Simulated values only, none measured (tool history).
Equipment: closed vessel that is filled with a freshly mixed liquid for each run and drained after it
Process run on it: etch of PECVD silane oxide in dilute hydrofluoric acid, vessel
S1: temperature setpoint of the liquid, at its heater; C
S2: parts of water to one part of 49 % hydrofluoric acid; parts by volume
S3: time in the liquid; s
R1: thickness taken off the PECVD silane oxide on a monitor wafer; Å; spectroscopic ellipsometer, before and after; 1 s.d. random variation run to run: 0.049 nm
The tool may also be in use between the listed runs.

run	day	S1	S2	S3	R1
1	0	21	260	95	71.564
2	0.062	21	260	95	71.051
3	0.279	23.5	260	95	78.728
4	0.554	23.5	310	95	62.019
5	0.867	23.5	310	55	35.559
6	0.95	23.5	310	95	62.185
7	1.267	23	310	95	60.368
8	1.429	22.5	310	95	59.592

What will run 9 give?
9	1.554	22.5	315	95	?

R1: 58.625 Å

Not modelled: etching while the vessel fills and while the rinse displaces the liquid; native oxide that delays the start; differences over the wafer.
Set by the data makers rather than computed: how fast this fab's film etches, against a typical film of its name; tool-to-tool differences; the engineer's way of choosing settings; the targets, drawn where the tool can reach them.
